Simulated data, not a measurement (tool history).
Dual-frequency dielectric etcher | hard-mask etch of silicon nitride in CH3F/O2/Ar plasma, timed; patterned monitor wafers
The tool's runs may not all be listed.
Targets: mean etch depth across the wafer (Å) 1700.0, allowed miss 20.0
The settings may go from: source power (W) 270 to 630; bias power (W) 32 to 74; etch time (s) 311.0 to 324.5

run,hour,source power (W),bias power (W),etch time (s),mean etch depth across the wafer (Å)
1,0.0,450,53,311.0,1976.8
2,3.8,450,53,311.0,1985.3
3,9.4,420,53,311.0,1935.3
4,18.0,420,53,324.5,2003.0
5,22.3,390,53,324.5,1973.8
6,24.8,390,57,324.5,2044.7
7,33.8,370,55,324.5,1970.5
8,42.4,350,53,324.5,1906.3
9,48.7,340,52,324.5,1880.8
10,53.8,330,51,324.5,1844.2
11,54.5,320,50,324.5,1795.7

Which of these 5 next moves meets every target?
A,55.2,300,60,316.5,?
B,55.2,290,45,322.0,?
C,55.2,280,51,324.5,?
D,55.2,270,52,313.0,?
E,55.2,320,44,315.0,?

move,mean etch depth across the wafer (Å)
A,1909.5
B,1658.8
C,1767.8
D,1705.2
E,1649.8
A: further off than the last run
B: takes the result that was furthest off past its target
C: nearer than the last run, and not there yet
D: meets every target
E: takes the result that was furthest off past its target
Answer: D

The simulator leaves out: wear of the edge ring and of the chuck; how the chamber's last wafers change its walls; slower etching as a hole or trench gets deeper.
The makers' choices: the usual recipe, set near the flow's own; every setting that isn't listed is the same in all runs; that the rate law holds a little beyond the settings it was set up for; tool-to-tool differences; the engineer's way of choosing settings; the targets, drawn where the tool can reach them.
